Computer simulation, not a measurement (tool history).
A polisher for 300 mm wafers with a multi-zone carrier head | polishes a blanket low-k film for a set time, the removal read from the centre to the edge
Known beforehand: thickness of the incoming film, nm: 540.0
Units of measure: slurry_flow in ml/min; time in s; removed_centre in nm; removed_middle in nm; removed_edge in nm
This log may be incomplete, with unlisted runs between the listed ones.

run,hour,slurry_flow,centre_zone,middle_zone,edge_zone,slurry_solids,time,removed_centre,removed_middle,removed_edge
1,0,150,1,1,1,1,84,18.67,17.818,17.724
2,6.8,150,1,1,1,1,91,19.993,19.453,19.341
3,13.6,150,1,1,1.06,1,91,19.997,19.347,19.622
4,15,145,0.97,1.01,1.03,0.9,85,17.28,17.785,17.553
5,17.6,140,0.95,1,1,0.8,79,15.483,15.584,15.594
6,18.5,135,0.92,1.01,0.98,0.75,74,13.508,14.48,14.113
7,26.8,130,0.9,1.01,0.95,0.7,72,12.625,13.536,13.197
8,28.5,100,0.81,1.07,0.88,0.5,62,8.445,10.812,9.9335
9,30.8,105,0.82,1.06,0.88,0.5,62,8.6536,10.875,9.8297
10,36.1,110,0.82,1.05,0.89,0.5,62,8.819,11.006,9.9886
11,44.9,110,0.82,1.05,0.89,0.5,62,8.7006,10.788,10.053
12,45.8,115,0.82,1.05,0.89,0.5,62,8.8015,11.076,10.155
13,51.2,115,0.83,1.04,0.89,0.5,62,8.8693,10.86,10.028

Run 14 comes next. What will it give?
14,55.3,120,0.83,1.04,0.9,0.5,62,?,?,?

{"run 14": {"removed_centre": 8.9836, "removed_middle": 10.953, "removed_edge": 10.266}}
